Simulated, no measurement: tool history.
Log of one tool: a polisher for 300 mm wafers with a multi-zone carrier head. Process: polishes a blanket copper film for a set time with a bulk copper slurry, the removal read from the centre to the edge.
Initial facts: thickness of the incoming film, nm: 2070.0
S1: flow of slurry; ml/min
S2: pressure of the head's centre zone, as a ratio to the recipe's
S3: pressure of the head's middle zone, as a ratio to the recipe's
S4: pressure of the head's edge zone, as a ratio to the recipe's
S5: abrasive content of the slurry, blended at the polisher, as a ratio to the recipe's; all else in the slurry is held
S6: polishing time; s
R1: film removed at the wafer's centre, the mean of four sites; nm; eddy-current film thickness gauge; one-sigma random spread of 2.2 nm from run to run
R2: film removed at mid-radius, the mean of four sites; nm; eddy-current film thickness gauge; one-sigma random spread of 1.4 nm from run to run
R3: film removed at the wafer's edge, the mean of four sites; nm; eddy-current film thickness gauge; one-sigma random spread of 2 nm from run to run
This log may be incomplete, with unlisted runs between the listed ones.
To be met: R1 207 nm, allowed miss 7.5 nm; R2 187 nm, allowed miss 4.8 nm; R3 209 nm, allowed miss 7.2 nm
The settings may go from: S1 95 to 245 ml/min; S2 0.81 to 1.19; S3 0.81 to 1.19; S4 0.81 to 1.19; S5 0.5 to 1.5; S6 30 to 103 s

run    day   S1    S2    S3    S4    S5  S6      R1      R2      R3
  1      0  155     1     1     1     1  66  445.09  446.99  445.64
  2  0.196  140  0.99  0.95  0.97  0.85  56  346.18   341.3   352.8
  3   0.25  140  0.99  1.01  0.97  0.85  56  353.15  362.48  354.41
  4  0.467  155  0.99  1.01  0.97  0.85  56  360.56  367.23  359.98
  5  0.604  145  0.99  0.96  0.94  0.75  50  300.97  300.53  304.05
  6  0.708  145  0.99  0.96  0.99  0.75  50  299.88  302.29  313.37
  7  0.929  140     1  0.92  0.96   0.7  46  271.12  260.63  276.27
  8  1.025  100  0.97  0.82  0.86   0.5  40  189.39  167.65  194.17
  9  1.329  110  0.97  0.82  0.86   0.5  40  195.54  172.35  196.58
 10    1.5  120  0.97  0.82  0.87   0.5  40  203.77  177.99  202.08

Which single option among these 4 for the next run brings every result within its allowed miss of target? Just one does.
  A  1.671  105  1.02  0.86  0.84   0.6  37   ?   ?   ?
  B  1.671  125  0.99   0.9  0.86   0.5  38   ?   ?   ?
  C  1.671  110  0.97  0.83  0.84  0.55  41   ?   ?   ?
  D  1.671   95  0.93  0.89  0.99   0.5  43   ?   ?   ?

move      R1      R2      R3
   A  195.76   174.7  191.46
   B  194.47  184.38   193.4
   C  203.84  185.57  208.53
   D  188.88  191.28  219.47
A: moves away from the targets compared with the last run
B: brings the last run's worst result on target, with another outside its allowed miss
C: meets every target
D: brings the last run's worst result on target, with another outside its allowed miss
C is the move that brings every result within its allowed miss.
